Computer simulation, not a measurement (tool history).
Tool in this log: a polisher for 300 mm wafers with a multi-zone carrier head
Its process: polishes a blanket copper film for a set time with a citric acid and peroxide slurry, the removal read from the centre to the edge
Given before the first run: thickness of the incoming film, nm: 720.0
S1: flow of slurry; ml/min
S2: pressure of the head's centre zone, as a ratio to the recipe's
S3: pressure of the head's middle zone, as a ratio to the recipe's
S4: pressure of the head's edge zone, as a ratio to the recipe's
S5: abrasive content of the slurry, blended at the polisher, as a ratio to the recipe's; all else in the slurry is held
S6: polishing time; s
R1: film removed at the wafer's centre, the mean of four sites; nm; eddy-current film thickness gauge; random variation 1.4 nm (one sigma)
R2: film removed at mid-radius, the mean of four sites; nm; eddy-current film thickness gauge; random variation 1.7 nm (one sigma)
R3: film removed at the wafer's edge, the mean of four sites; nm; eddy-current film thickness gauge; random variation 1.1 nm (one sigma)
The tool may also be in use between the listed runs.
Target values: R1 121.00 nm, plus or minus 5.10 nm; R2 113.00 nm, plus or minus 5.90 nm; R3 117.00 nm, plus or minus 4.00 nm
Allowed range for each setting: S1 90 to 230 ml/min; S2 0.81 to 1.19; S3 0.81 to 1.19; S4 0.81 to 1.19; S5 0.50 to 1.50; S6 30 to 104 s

Run 1, day 0.000: S1 150 ml/min, S2 1.00, S3 1.00, S4 1.00, S5 1.00, S6 67 s. Result: R1 139.64 nm, R2 143.51 nm, R3 140.25 nm.
Run 2, day 0.104: S1 185 ml/min, S2 1.00, S3 1.00, S4 1.00, S5 1.00, S6 67 s. Result: R1 142.35 nm, R2 148.17 nm, R3 145.62 nm.
Run 3, day 0.442: S1 185 ml/min, S2 1.00, S3 1.00, S4 1.00, S5 1.00, S6 76 s. Result: R1 160.49 nm, R2 163.74 nm, R3 166.77 nm.
Run 4, day 0.596: S1 175 ml/min, S2 0.99, S3 0.95, S4 0.95, S5 0.85, S6 73 s. Result: R1 146.18 nm, R2 140.17 nm, R3 146.72 nm.
Run 5, day 0.671: S1 140 ml/min, S2 0.99, S3 0.95, S4 0.95, S5 0.85, S6 73 s. Result: R1 142.93 nm, R2 140.32 nm, R3 144.12 nm.
Run 6, day 0.725: S1 165 ml/min, S2 0.99, S3 0.95, S4 0.95, S5 0.85, S6 73 s. Result: R1 145.46 nm, R2 143.69 nm, R3 146.76 nm.
Run 7, day 0.821: S1 160 ml/min, S2 0.98, S3 0.92, S4 0.91, S5 0.75, S6 71 s. Result: R1 132.36 nm, R2 132.21 nm, R3 134.65 nm.
Run 8, day 1.050: S1 155 ml/min, S2 0.99, S3 0.89, S4 0.88, S5 0.65, S6 70 s. Result: R1 129.74 nm, R2 120.94 nm, R3 127.13 nm.
Run 9, day 1.071: S1 150 ml/min, S2 0.99, S3 0.88, S4 0.86, S5 0.60, S6 70 s. Result: R1 123.45 nm, R2 116.36 nm, R3 118.91 nm.

Which single option among these 5 for the next run brings every result within its allowed miss of target? Just one does.
Run A, day 1.092: S1 220 ml/min, S2 0.94, S3 0.89, S4 0.92, S5 0.55, S6 70 s. Result: R1 ?, R2 ?, R3 ?.
Run B, day 1.092: S1 165 ml/min, S2 1.00, S3 0.90, S4 0.87, S5 0.55, S6 68 s. Result: R1 ?, R2 ?, R3 ?.
Run C, day 1.092: S1 150 ml/min, S2 0.99, S3 1.10, S4 0.86, S5 0.50, S6 70 s. Result: R1 ?, R2 ?, R3 ?.
Run D, day 1.092: S1 155 ml/min, S2 0.98, S3 0.89, S4 0.97, S5 0.60, S6 70 s. Result: R1 ?, R2 ?, R3 ?.
Run E, day 1.092: S1 185 ml/min, S2 0.94, S3 0.99, S4 0.82, S5 0.55, S6 69 s. Result: R1 ?, R2 ?, R3 ?.

move      R1      R2      R3
   A  123.97  117.72  125.76
   B  122.76  111.10  116.27
   C  119.51  129.45  114.01
   D  125.99  115.40  127.56
   E  119.32  124.09  116.59
A: the worst result of the last run now meets its target, but another is out of spec
B: every result lands within tolerance
C: moves away from the targets compared with the last run
D: the worst result of the last run now meets its target, but another is out of spec
E: moves away from the targets compared with the last run
B is the move that brings every result within its allowed miss.
